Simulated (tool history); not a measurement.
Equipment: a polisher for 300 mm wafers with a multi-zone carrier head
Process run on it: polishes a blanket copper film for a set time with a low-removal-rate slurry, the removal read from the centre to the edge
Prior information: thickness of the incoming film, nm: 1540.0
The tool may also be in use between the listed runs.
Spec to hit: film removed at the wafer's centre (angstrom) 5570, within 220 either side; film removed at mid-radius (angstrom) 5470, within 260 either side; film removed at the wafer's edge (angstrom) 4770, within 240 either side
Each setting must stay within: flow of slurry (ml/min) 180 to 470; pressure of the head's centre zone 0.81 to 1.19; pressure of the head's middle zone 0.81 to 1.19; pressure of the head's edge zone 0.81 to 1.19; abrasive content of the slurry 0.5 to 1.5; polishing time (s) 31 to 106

| run | hour | flow of slurry (ml/min) | pressure of the head's centre zone | pressure of the head's middle zone | pressure of the head's edge zone | abrasive content of the slurry | polishing time (s) | film removed at the wafer's centre (angstrom) | film removed at mid-radius (angstrom) | film removed at the wafer's edge (angstrom) |
|---|---|---|---|---|---|---|---|---|---|---|
| 1 | 0 | 300 | 1 | 1 | 1 | 1 | 68 | 3440 | 3466.7 | 3333.4 |
| 2 | 2.4 | 345 | 1 | 1 | 1 | 1 | 68 | 3388.9 | 3463.9 | 3388.1 |
| 3 | 10.6 | 340 | 1.03 | 1.03 | 1 | 1.15 | 73 | 3895.7 | 3897.3 | 3815.4 |
| 4 | 12.2 | 330 | 1.06 | 1.06 | 0.97 | 1.2 | 77 | 4319.7 | 4359.3 | 3982.1 |
| 5 | 17.9 | 330 | 1.08 | 1.08 | 0.97 | 1.3 | 79 | 4707.8 | 4478 | 4116.1 |
| 6 | 22.8 | 335 | 1.08 | 1.1 | 0.97 | 1.35 | 81 | 4742 | 4721 | 4183.9 |
| 7 | 26.5 | 340 | 1.09 | 1.11 | 0.98 | 1.35 | 83 | 4926.1 | 5066.1 | 4391.2 |
| 8 | 29.6 | 345 | 1.11 | 1.11 | 0.99 | 1.4 | 84 | 5096.7 | 5140 | 4474.1 |
| 9 | 38 | 345 | 1.12 | 1.11 | 0.99 | 1.4 | 85 | 5228.9 | 5158.1 | 4654.5 |

Consider the 4 candidate settings below. Which is the only one whose results all fall within their allowed miss of target?
| A | 46.4 | 470 | 0.99 | 0.98 | 1.19 | 1.35 | 84 | ? | ? | ? |
| B | 46.4 | 280 | 1.04 | 1.05 | 1.02 | 1.2 | 94 | ? | ? | ? |
| C | 46.4 | 375 | 1.07 | 1.19 | 1 | 1.3 | 89 | ? | ? | ? |
| D | 46.4 | 395 | 1.18 | 1.18 | 1.06 | 1.5 | 83 | ? | ? | ? |

| move | film removed at the wafer's centre (angstrom) | film removed at mid-radius (angstrom) | film removed at the wafer's edge (angstrom) |
|---|---|---|---|
| A | 4761.6 | 4583.9 | 4979.5 |
| B | 5161 | 5049.2 | 4830.4 |
| C | 5289.2 | 5586 | 4714 |
| D | 5637.3 | 5381.7 | 4706.5 |
A: lands further from the targets than the last run did
B: lands further from the targets than the last run did
C: nearer than the last run, and not there yet
D: meets every target
D is the move that brings every result within its allowed miss.
